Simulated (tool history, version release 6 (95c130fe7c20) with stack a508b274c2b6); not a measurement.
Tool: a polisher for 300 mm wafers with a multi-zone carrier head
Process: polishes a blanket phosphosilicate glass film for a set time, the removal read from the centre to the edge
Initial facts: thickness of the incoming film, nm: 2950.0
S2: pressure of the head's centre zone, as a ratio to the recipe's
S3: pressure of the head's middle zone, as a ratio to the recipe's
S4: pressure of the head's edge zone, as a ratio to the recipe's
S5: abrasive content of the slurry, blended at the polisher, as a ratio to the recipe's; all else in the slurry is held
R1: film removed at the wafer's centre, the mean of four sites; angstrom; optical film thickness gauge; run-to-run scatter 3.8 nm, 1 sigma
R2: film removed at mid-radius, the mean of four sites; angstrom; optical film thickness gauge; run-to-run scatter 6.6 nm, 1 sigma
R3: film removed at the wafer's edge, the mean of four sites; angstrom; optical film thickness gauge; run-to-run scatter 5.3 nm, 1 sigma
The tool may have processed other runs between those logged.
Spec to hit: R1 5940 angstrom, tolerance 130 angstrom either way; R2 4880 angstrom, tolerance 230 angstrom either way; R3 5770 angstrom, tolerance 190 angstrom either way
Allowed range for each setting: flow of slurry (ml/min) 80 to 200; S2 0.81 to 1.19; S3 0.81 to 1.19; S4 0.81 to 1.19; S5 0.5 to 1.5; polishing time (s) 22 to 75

Run 1, hour 0: flow of slurry (ml/min) 130, S2 1, S3 1, S4 1, S5 1, polishing time (s) 48. Result: R1 3443.9 angstrom, R2 3310.9 angstrom, R3 3332.3 angstrom.
Run 2, hour 1.4: flow of slurry (ml/min) 115, S2 1, S3 1, S4 1, S5 1, polishing time (s) 48. Result: R1 3308 angstrom, R2 3272.3 angstrom, R3 3273.7 angstrom.
Run 3, hour 6.1: flow of slurry (ml/min) 115, S2 1.04, S3 1, S4 1, S5 1, polishing time (s) 48. Result: R1 3441.9 angstrom, R2 3277.4 angstrom, R3 3274.6 angstrom.
Run 4, hour 8.2: flow of slurry (ml/min) 125, S2 1.05, S3 0.98, S4 1.05, S5 1.15, polishing time (s) 51. Result: R1 4124.7 angstrom, R2 3671 angstrom, R3 4035.6 angstrom.
Run 5, hour 16.2: flow of slurry (ml/min) 135, S2 1.07, S3 1, S4 1.09, S5 1.25, polishing time (s) 51. Result: R1 4444.2 angstrom, R2 4056.8 angstrom, R3 4226 angstrom.
Run 6, hour 17: flow of slurry (ml/min) 140, S2 1.08, S3 0.98, S4 1.11, S5 1.3, polishing time (s) 52. Result: R1 4761.7 angstrom, R2 4089.3 angstrom, R3 4487 angstrom.
Run 7, hour 18.6: flow of slurry (ml/min) 140, S2 1.08, S3 0.97, S4 1.13, S5 1.35, polishing time (s) 54. Result: R1 5037 angstrom, R2 4229 angstrom, R3 4848 angstrom.
Run 8, hour 21.2: flow of slurry (ml/min) 145, S2 1.08, S3 0.97, S4 1.15, S5 1.4, polishing time (s) 55. Result: R1 5164.1 angstrom, R2 4488.8 angstrom, R3 4987.8 angstrom.
Run 9, hour 23.9: flow of slurry (ml/min) 145, S2 1.08, S3 0.96, S4 1.16, S5 1.45, polishing time (s) 56. Result: R1 5384.5 angstrom, R2 4678.2 angstrom, R3 5306.5 angstrom.

Consider the 4 candidate settings below. Which is the only one whose results all fall within their allowed miss of target?
Run A, hour 26.6: flow of slurry (ml/min) 130, S2 1.06, S3 0.95, S4 1.16, S5 1.5, polishing time (s) 60. Result: R1 ?, R2 ?, R3 ?.
Run B, hour 26.6: flow of slurry (ml/min) 155, S2 1.01, S3 1.01, S4 1.15, S5 1.5, polishing time (s) 51. Result: R1 ?, R2 ?, R3 ?.
Run C, hour 26.6: flow of slurry (ml/min) 110, S2 1.08, S3 0.89, S4 1.09, S5 1.5, polishing time (s) 64. Result: R1 ?, R2 ?, R3 ?.
Run D, hour 26.6: flow of slurry (ml/min) 140, S2 1.07, S3 1.13, S4 1.1, S5 1.45, polishing time (s) 53. Result: R1 ?, R2 ?, R3 ?.

move      R1      R2      R3
   A  5640.8  4926.5    5630
   B  4719.7  4534.2  4859.1
   C  5923.5  4835.9  5701.1
   D  5035.1  5018.5  4801.8
A: closes in on the targets versus the last run, not all within tolerance yet
B: moves away from the targets compared with the last run
C: hits every target within its allowed miss
D: moves away from the targets compared with the last run
Move C is the one to make.

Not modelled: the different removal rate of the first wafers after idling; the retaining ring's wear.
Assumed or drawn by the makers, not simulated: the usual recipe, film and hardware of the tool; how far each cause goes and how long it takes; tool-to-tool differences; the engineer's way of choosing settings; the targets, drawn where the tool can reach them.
